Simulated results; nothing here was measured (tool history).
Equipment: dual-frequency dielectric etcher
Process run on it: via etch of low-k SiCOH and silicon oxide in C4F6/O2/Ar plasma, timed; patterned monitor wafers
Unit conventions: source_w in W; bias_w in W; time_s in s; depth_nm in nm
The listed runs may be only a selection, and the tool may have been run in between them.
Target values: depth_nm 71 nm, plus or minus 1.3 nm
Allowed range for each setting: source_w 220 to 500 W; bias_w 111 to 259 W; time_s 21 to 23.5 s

run  hour  source_w  bias_w  time_s  depth_nm
  1     0       360     185    23.5    63.045
  2   6.6       420     185    23.5    66.135
  3  13.4       390     185    23.5    64.577
  4  15.6       420     188    23.5    66.618
  5  16.5       440     190    23.5    67.559
  6  18.7       450     193    23.5    68.629
  7  21.1       460     194    23.5    69.071
  8  28.2       460     194    23.5    69.088

Consider the 5 candidate settings below. Which is the only one whose results all fall within their allowed miss of target?
  A  35.3       480     217      23         ?
  B  35.3       470     199      23         ?
  C  35.3       460     214    22.5         ?
  D  35.3       470     186    23.5         ?
  E  35.3       460     182      23         ?

move  depth_nm
   A     69.81
   B    67.895
   C    67.071
   D    68.303
   E    66.028
A: all results in spec
B: further off than the last run
C: further off than the last run
D: further off than the last run
E: further off than the last run
Move A is the one to make.
